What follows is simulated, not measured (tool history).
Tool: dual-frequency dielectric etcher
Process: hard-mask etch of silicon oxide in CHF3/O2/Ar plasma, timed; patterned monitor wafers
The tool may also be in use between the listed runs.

run	hour	source power (W)	bias power (W)	etch time (s)	mean etch depth across the wafer (Å)
1	0	900	216	22	541.41
2	8.7	900	249	22	573.31
3	16.5	860	237	22	544.99
4	17.2	820	231	22	532.57
5	26.1	790	223	22	517.21
6	29.8	790	190	22	485.87
7	31.1	760	187	22	471.86
8	38.4	740	186	22	466.78
9	43.1	720	185	22	460.02
10	48.4	550	164	22	379.62
11	57.2	560	164	22	383.19
12	66.1	570	164	22	387.74
13	74.1	570	164	22	388.61
14	76.8	740	171	22	452.74

The next listed run, before its measurement:
15	78.8	730	171	22	?

Run 15 gave mean etch depth across the wafer (Å) 446.65.

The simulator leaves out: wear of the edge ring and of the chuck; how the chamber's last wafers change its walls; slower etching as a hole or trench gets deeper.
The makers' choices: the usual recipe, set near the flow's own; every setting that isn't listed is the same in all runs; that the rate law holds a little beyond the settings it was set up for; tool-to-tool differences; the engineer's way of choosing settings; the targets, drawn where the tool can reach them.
